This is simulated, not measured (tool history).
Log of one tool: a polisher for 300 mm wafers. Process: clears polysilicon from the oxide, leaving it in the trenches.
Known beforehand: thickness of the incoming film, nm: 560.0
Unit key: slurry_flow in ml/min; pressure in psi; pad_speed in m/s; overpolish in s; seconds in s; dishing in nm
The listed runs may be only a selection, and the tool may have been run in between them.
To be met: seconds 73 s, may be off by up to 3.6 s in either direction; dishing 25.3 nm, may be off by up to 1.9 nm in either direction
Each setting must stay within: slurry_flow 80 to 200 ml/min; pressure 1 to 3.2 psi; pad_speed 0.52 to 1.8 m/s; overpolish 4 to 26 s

Run 1, day 0: slurry_flow 130 ml/min, pressure 2.1 psi, pad_speed 1.16 m/s, overpolish 13 s. Result: seconds 41.207 s, dishing 63.473 nm.
Run 2, day 0.333: slurry_flow 130 ml/min, pressure 2.1 psi, pad_speed 1.16 m/s, overpolish 10 s. Result: seconds 41.242 s, dishing 57.717 nm.
Run 3, day 0.571: slurry_flow 130 ml/min, pressure 2 psi, pad_speed 1.14 m/s, overpolish 9 s. Result: seconds 45.547 s, dishing 55.187 nm.
Run 4, day 0.746: slurry_flow 135 ml/min, pressure 1.9 psi, pad_speed 1.14 m/s, overpolish 8 s. Result: seconds 47.291 s, dishing 52.456 nm.
Run 5, day 0.862: slurry_flow 145 ml/min, pressure 1.8 psi, pad_speed 1.12 m/s, overpolish 7 s. Result: seconds 49.711 s, dishing 46.847 nm.
Run 6, day 0.992: slurry_flow 150 ml/min, pressure 1.7 psi, pad_speed 1.1 m/s, overpolish 7 s. Result: seconds 52.564 s, dishing 45.495 nm.
Run 7, day 1.292: slurry_flow 155 ml/min, pressure 1.6 psi, pad_speed 1.08 m/s, overpolish 7 s. Result: seconds 57.88 s, dishing 42.59 nm.
Run 8, day 1.417: slurry_flow 160 ml/min, pressure 1.5 psi, pad_speed 1.08 m/s, overpolish 7 s. Result: seconds 60.685 s, dishing 42.523 nm.
Run 9, day 1.767: slurry_flow 165 ml/min, pressure 1.4 psi, pad_speed 1.08 m/s, overpolish 7 s. Result: seconds 63.199 s, dishing 40.61 nm.
Run 10, day 1.792: slurry_flow 165 ml/min, pressure 1.4 psi, pad_speed 1.08 m/s, overpolish 7 s. Result: seconds 63.178 s, dishing 40.503 nm.
Run 11, day 1.929: slurry_flow 170 ml/min, pressure 1.3 psi, pad_speed 1.08 m/s, overpolish 7 s. Result: seconds 68.53 s, dishing 39.08 nm.
Run 12, day 2.283: slurry_flow 175 ml/min, pressure 1.3 psi, pad_speed 1.08 m/s, overpolish 7 s. Result: seconds 68.545 s, dishing 38.63 nm.
Run 13, day 2.654: slurry_flow 180 ml/min, pressure 1.3 psi, pad_speed 1.1 m/s, overpolish 7 s. Result: seconds 66.767 s, dishing 37.638 nm.
Run 14, day 2.821: slurry_flow 180 ml/min, pressure 1.3 psi, pad_speed 1.1 m/s, overpolish 7 s. Result: seconds 68.238 s, dishing 39.961 nm.
Run 15, day 2.917: slurry_flow 165 ml/min, pressure 1.3 psi, pad_speed 1.08 m/s, overpolish 7 s. Result: seconds 71.299 s, dishing 39.354 nm.
Run 16, day 3.112: slurry_flow 170 ml/min, pressure 1.3 psi, pad_speed 1.06 m/s, overpolish 7 s. Result: seconds 71.751 s, dishing 38.426 nm.
Run 17, day 3.292: slurry_flow 175 ml/min, pressure 1.3 psi, pad_speed 1.06 m/s, overpolish 7 s. Result: seconds 71.079 s, dishing 40.264 nm.
Run 18, day 3.346: slurry_flow 160 ml/min, pressure 1.3 psi, pad_speed 1.08 m/s, overpolish 7 s. Result: seconds 68.411 s, dishing 40.075 nm.
Run 19, day 3.625: slurry_flow 125 ml/min, pressure 1 psi, pad_speed 1.1 m/s, overpolish 4 s. Result: seconds 91.459 s, dishing 21.396 nm.
Run 20, day 3.996: slurry_flow 125 ml/min, pressure 1 psi, pad_speed 1.12 m/s, overpolish 4 s. Result: seconds 89.448 s, dishing 21.512 nm.
Run 21, day 4.267: slurry_flow 125 ml/min, pressure 1 psi, pad_speed 1.14 m/s, overpolish 4 s. Result: seconds 86.035 s, dishing 22.019 nm.
Run 22, day 4.408: slurry_flow 130 ml/min, pressure 1.1 psi, pad_speed 1.18 m/s, overpolish 4 s. Result: seconds 77.532 s, dishing 24.092 nm.

Below are 4 possible settings for the next run. Only one of them brings all results inside the allowed miss of their targets. Which is it?
Run A, day 4.55: slurry_flow 120 ml/min, pressure 1.3 psi, pad_speed 0.98 m/s, overpolish 5 s. Result: seconds ?, dishing ?.
Run B, day 4.55: slurry_flow 140 ml/min, pressure 1.4 psi, pad_speed 0.96 m/s, overpolish 4 s. Result: seconds ?, dishing ?.
Run C, day 4.55: slurry_flow 90 ml/min, pressure 1.1 psi, pad_speed 1.12 m/s, overpolish 4 s. Result: seconds ?, dishing ?.
Run D, day 4.55: slurry_flow 160 ml/min, pressure 1.1 psi, pad_speed 1.1 m/s, overpolish 6 s. Result: seconds ?, dishing ?.

move  seconds  dishing
   A   78.798   27.995
   B   73.543   24.858
   C       84   22.352
   D   79.847     31.7
A: lands further from the targets than the last run did
B: hits every target within its allowed miss
C: lands further from the targets than the last run did
D: lands further from the targets than the last run did
The move that meets every target is B.
